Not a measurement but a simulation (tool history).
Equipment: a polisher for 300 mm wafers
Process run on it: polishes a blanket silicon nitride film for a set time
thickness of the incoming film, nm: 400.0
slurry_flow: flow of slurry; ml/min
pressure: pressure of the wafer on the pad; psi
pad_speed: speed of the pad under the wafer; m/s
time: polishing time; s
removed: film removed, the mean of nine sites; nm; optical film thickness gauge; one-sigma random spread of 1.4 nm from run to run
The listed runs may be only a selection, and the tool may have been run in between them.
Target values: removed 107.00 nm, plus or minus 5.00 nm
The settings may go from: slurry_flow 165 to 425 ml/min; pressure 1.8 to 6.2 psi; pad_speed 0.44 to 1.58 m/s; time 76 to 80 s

run	hour	slurry_flow	pressure	pad_speed	time	removed
1	0.0	275	4.0	1.00	76	155.83
2	5.4	275	3.8	1.00	76	150.82
3	7.4	275	3.6	1.00	76	139.59
4	11.3	275	4.6	1.00	76	184.65
5	12.7	275	4.3	1.00	76	163.87
6	21.1	275	4.3	1.00	80	181.69
7	26.8	275	3.2	0.94	80	124.60
8	33.8	275	3.1	0.94	80	120.71
9	37.2	275	3.0	0.94	80	119.40
# hour 44.2: slurry nozzle cleaned
10	44.2	275	2.9	0.94	80	119.57
11	51.7	275	2.8	0.94	80	118.08
12	59.9	275	2.7	0.94	80	116.62

Of the 4 settings listed for the next run, only one would bring every result within its allowed miss of target. Which one?
A	68.1	370	2.3	1.24	80	?
B	68.1	170	2.7	1.22	80	?
C	68.1	240	3.0	0.84	76	?
D	68.1	285	3.5	0.88	77	?

move	removed
A	125.98
B	131.11
C	107.58
D	133.42
A: lands further from the targets than the last run did
B: lands further from the targets than the last run did
C: meets every target
D: lands further from the targets than the last run did
C meets every target.
